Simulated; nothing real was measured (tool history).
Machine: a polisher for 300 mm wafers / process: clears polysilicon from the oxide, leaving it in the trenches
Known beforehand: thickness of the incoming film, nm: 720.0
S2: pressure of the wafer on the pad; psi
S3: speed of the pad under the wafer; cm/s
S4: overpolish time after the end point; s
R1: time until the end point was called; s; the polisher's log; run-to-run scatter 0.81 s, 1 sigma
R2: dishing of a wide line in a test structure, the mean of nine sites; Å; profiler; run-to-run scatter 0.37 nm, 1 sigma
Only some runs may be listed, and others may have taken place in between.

run 1 hour=0.0 | flow_of_slurry_(ml/min)=285 S2=1.9 S3=104 S4=10 | R1=70.355 R2=341.06
run 2 hour=4.4 | flow_of_slurry_(ml/min)=285 S2=2.2 S3=104 S4=10 | R1=65.272 R2=345.27
run 3 hour=13.4 | flow_of_slurry_(ml/min)=340 S2=2.2 S3=104 S4=10 | R1=64.254 R2=351.32
run 4 hour=22.1 | flow_of_slurry_(ml/min)=340 S2=2.2 S3=94 S4=10 | R1=69.927 R2=349.82
run 5 hour=22.9 | flow_of_slurry_(ml/min)=345 S2=2.0 S3=94 S4=11 | R1=74.738 R2=351.00
run 6 hour=28.9 | flow_of_slurry_(ml/min)=405 S2=2.0 S3=94 S4=11 | R1=71.480 R2=342.66
run 7 hour=37.7 | flow_of_slurry_(ml/min)=375 S2=1.9 S3=94 S4=12 | R1=74.984 R2=349.41

Estimate the outcome of run 8 from the log above:
run 8 hour=44.2 | flow_of_slurry_(ml/min)=360 S2=1.8 S3=94 S4=13 | R1=? R2=?

{"run 8": {"R1": 76.958, "R2": 354.44}}
